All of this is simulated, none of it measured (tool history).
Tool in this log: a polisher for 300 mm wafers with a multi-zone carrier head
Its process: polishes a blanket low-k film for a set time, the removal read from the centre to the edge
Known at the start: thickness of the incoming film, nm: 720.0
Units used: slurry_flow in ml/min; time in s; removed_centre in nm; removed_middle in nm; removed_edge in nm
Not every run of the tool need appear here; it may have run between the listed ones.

run  hour  slurry_flow  centre_zone  middle_zone  edge_zone  slurry_solids  time  removed_centre  removed_middle  removed_edge
  1   0.0          220         1.00         1.00       1.00           1.00    81          24.144          23.422        24.702
  2   8.0          220         1.00         1.00       1.00           1.00    99          29.930          28.802        29.785
  3  15.3          220         1.00         1.00       0.97           1.00    99          29.407          29.143        29.327
  4  17.9          175         1.00         1.00       0.97           1.00    99          28.450          27.869        28.874
  5  25.6          175         0.96         0.97       0.93           0.85    86          22.823          22.540        23.465
  6  33.0          150         0.96         0.97       0.93           0.85    86          21.762          21.679        22.704

What will run 7 give?
  7  36.3          145         0.93         0.95       0.92           0.75    76               ?               ?             ?

removed_centre: 17.570 nm
removed_middle: 18.119 nm
removed_edge: 19.113 nm

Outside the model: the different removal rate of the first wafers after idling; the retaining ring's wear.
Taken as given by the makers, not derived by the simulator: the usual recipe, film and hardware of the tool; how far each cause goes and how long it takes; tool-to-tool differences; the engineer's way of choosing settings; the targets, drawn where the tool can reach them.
